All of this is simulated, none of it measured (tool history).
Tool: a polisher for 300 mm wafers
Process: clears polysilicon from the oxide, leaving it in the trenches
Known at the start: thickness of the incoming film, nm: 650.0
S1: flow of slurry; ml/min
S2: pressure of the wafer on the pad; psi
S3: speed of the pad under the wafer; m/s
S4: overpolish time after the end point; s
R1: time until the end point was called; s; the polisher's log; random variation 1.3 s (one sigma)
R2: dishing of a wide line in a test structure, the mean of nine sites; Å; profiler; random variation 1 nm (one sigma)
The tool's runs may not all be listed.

run  hour   S1   S2    S3  S4      R1      R2
  1     0  270  3.2  1.08  28  35.373  622.52
  2   5.2  270  2.7  1.02  28  44.131   612.3
  3   9.7  265  2.4  0.98  31  49.376  630.76
  4  15.6  265  2.4  0.98  41   48.87  637.54
  5  18.3  265  2.8  0.98  41  42.803  649.94
  6  19.9  225  2.8  0.98  41  44.507  600.32
  7  28.1  230  2.4  0.94  41  53.015  630.98

Run 8 comes next. What will it give?
  8  35.8  215  2.2  0.94  40   ?   ?

R1: 55.374 s
R2: 632.84 Å

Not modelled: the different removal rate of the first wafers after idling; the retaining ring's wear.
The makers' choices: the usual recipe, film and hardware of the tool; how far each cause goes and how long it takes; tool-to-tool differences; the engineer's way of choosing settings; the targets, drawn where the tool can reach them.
